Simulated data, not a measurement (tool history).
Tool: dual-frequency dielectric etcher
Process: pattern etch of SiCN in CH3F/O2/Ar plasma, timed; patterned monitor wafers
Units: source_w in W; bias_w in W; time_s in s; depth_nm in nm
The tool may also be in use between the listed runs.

{"run": 1, "hour": 0.0, "source_w": 300, "bias_w": 91, "time_s": 41.5, "depth_nm": 14.886}
{"run": 2, "hour": 3.8, "source_w": 270, "bias_w": 91, "time_s": 41.5, "depth_nm": 14.328}
{"run": 3, "hour": 7.3, "source_w": 270, "bias_w": 75, "time_s": 41.5, "depth_nm": 13.839}
{"run": 4, "hour": 11.0, "source_w": 240, "bias_w": 72, "time_s": 41.5, "depth_nm": 13.229}
{"run": 5, "hour": 17.4, "source_w": 290, "bias_w": 72, "time_s": 41.5, "depth_nm": 14.03}
{"run": 6, "hour": 20.1, "source_w": 290, "bias_w": 72, "time_s": 41.5, "depth_nm": 13.987}
{"run": 7, "hour": 23.6, "source_w": 250, "bias_w": 70, "time_s": 41.5, "depth_nm": 13.233}
{"run": 8, "hour": 24.6, "source_w": 230, "bias_w": 69, "time_s": 41.5, "depth_nm": 12.787}
{"run": 9, "hour": 27.2, "source_w": 220, "bias_w": 69, "time_s": 41.5, "depth_nm": 12.61}
{"run": 10, "hour": 32.9, "source_w": 220, "bias_w": 69, "time_s": 41.5, "depth_nm": 12.596}

Forecast run 11:
{"run": 11, "hour": 36.9, "source_w": 220, "bias_w": 69, "time_s": 41.5, "depth_nm": "?"}

depth_nm: 12.692 nm

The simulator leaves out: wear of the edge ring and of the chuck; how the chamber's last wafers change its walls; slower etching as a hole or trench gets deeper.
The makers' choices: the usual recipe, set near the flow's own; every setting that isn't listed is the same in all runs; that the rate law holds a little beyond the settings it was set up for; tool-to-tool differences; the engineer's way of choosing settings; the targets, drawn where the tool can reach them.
